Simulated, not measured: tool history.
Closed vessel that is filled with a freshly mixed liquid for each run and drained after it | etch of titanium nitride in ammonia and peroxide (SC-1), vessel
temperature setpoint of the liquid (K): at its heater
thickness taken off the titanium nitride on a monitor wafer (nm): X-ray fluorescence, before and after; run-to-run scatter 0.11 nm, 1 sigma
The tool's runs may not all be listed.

run,hour,temperature setpoint of the liquid (K),parts of water to one part of 30 % peroxide (parts by volume),parts of 29 % ammonia solution to one part of 30 % peroxide (parts by volume),time in the liquid (s),thickness taken off the titanium nitride on a monitor wafer (nm)
1,0.0,329.15,27.0,0.45,320,13.675
2,7.4,329.15,27.0,0.50,320,14.122
3,8.3,329.15,21.0,0.50,320,16.065
4,16.0,329.15,21.0,0.50,320,16.213
5,18.5,329.15,21.0,0.60,320,16.552
6,23.6,329.65,21.0,0.60,320,17.307

What does the tool deliver on the next run?
7,32.2,330.15,21.0,0.60,320,?

Logged for run 7: thickness taken off the titanium nitride on a monitor wafer (nm) 17.906.
